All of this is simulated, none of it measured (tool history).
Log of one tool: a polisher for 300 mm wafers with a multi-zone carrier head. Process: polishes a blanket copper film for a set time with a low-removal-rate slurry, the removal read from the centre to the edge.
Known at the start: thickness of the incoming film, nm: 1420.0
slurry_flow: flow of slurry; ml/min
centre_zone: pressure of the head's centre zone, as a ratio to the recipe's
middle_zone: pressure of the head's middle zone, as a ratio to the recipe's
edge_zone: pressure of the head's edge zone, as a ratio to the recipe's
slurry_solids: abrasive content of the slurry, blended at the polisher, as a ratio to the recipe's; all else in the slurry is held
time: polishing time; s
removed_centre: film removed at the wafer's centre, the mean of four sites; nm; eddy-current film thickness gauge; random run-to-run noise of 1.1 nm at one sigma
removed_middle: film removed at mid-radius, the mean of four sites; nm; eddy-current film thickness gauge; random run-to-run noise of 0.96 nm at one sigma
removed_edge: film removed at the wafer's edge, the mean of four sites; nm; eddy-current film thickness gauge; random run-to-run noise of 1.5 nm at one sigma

run,hour,slurry_flow,centre_zone,middle_zone,edge_zone,slurry_solids,time,removed_centre,removed_middle,removed_edge
1,0.0,195,1.00,1.00,1.00,1.00,77,141.15,141.10,144.98
2,2.0,195,1.03,1.00,1.00,1.00,77,146.58,142.38,148.75
3,2.6,195,1.03,1.05,1.00,1.00,77,146.02,147.11,146.46
4,9.9,195,0.98,1.05,1.00,1.00,77,139.33,147.85,143.30
5,15.9,195,0.90,1.05,1.00,1.00,77,127.71,147.40,146.15
6,22.4,185,0.97,0.97,0.98,0.85,75,129.89,129.03,135.24

The next listed run, before its measurement:
7,23.3,175,1.00,0.92,0.96,0.75,74,?,?,?

removed_centre: 125.58 nm
removed_middle: 115.83 nm
removed_edge: 126.60 nm

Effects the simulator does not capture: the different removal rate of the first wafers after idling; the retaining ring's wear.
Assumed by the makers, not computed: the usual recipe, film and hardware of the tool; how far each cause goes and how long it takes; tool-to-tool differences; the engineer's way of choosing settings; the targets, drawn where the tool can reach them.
